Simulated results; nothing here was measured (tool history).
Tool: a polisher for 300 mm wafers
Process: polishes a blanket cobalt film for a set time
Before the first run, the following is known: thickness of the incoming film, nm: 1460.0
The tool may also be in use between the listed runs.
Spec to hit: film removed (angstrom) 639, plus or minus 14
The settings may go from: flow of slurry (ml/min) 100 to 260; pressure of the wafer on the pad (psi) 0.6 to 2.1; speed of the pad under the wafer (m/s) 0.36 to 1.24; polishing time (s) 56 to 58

run  hour  flow of slurry (ml/min)  pressure of the wafer on the pad (psi)  speed of the pad under the wafer (m/s)  polishing time (s)  film removed (angstrom)
  1     0                      165                                     1.3                                     0.8                  56                   1435.5
  2   0.9                      165                                     1.3                                    0.86                  56                   1544.7
  3   1.9                      195                                     1.3                                    0.86                  56                   1553.9
  4   4.6                      195                                     1.3                                    0.98                  56                   1765.1
  5   8.8                      195                                     1.6                                    0.98                  56                     2167
  6  14.8                      195                                     1.6                                    0.98                  58                   2242.5
  7  21.8                      195                                     1.3                                     0.8                  58                   1523.9
  8  23.8                      195                                     1.1                                    0.68                  58                   1108.7
  9  24.6                      145                                     0.7                                    0.58                  58                   591.51
 10  26.8                      155                                     0.7                                    0.58                  58                   595.63
 11  35.8                      165                                     0.7                                    0.58                  58                   595.71
 12  40.1                      175                                     0.7                                    0.58                  58                    605.8
 13  48.3                      210                                     0.7                                    0.58                  58                   618.29
 14  50.4                      215                                     0.7                                    0.58                  58                   620.89

5 candidate next runs follow, results not yet known. Just one meets every target within its allowed miss. Identify it.
  A  52.5                      235                                     0.8                                    0.52                  56                        ?
  B  52.5                      260                                     0.9                                    0.44                  57                        ?
  C  52.5                      185                                     0.8                                     0.5                  56                        ?
  D  52.5                      220                                     0.7                                    0.56                  58                        ?
  E  52.5                      230                                     1.1                                    0.38                  58                        ?

move  film removed (angstrom)
   A                   610.92
   B                   600.32
   C                   572.84
   D                   593.92
   E                   637.82
A: the biggest miss grows against the last run
B: the biggest miss grows against the last run
C: the biggest miss grows against the last run
D: the biggest miss grows against the last run
E: meets every target
So the answer is move E, the one that meets all the targets.
